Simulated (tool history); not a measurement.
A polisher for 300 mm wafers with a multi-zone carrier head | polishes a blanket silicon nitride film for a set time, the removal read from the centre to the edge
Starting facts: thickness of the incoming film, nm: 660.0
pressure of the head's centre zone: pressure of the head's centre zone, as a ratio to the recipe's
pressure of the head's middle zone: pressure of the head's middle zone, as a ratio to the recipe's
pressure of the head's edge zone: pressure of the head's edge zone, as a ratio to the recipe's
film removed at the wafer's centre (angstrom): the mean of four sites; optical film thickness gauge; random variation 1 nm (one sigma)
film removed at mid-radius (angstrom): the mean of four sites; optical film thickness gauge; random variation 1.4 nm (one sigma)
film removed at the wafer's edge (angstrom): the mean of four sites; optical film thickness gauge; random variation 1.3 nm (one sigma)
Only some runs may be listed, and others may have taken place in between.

| run | hour | flow of slurry (ml/min) | pressure of the head's centre zone | pressure of the head's middle zone | pressure of the head's edge zone | polishing time (s) | film removed at the wafer's centre (angstrom) | film removed at mid-radius (angstrom) | film removed at the wafer's edge (angstrom) |
|---|---|---|---|---|---|---|---|---|---|
| 1 | 0.0 | 165 | 1.00 | 1.00 | 1.00 | 50 | 1085.4 | 1076.2 | 1088.6 |
| 2 | 8.2 | 165 | 1.00 | 1.06 | 1.00 | 50 | 1082.0 | 1118.3 | 1099.7 |
| 3 | 14.7 | 165 | 1.00 | 1.06 | 1.08 | 50 | 1084.3 | 1129.4 | 1139.8 |
| 4 | 15.5 | 165 | 1.00 | 1.06 | 1.12 | 50 | 1071.2 | 1120.5 | 1142.3 |
| 5 | 19.1 | 180 | 1.04 | 1.04 | 1.14 | 52 | 1156.6 | 1191.3 | 1208.4 |
| 6 | 19.7 | 185 | 1.09 | 0.99 | 1.14 | 54 | 1240.5 | 1177.0 | 1283.9 |
| 7 | 28.1 | 200 | 1.12 | 0.98 | 1.11 | 55 | 1324.5 | 1180.2 | 1285.6 |
| 8 | 35.6 | 245 | 1.17 | 1.01 | 1.14 | 56 | 1403.6 | 1267.0 | 1344.7 |

For run 9, what comes out?
| 9 | 39.4 | 245 | 1.18 | 1.00 | 1.13 | 56 | ? | ? | ? |

film removed at the wafer's centre (angstrom): 1418.6
film removed at mid-radius (angstrom): 1261.4
film removed at the wafer's edge (angstrom): 1360.4
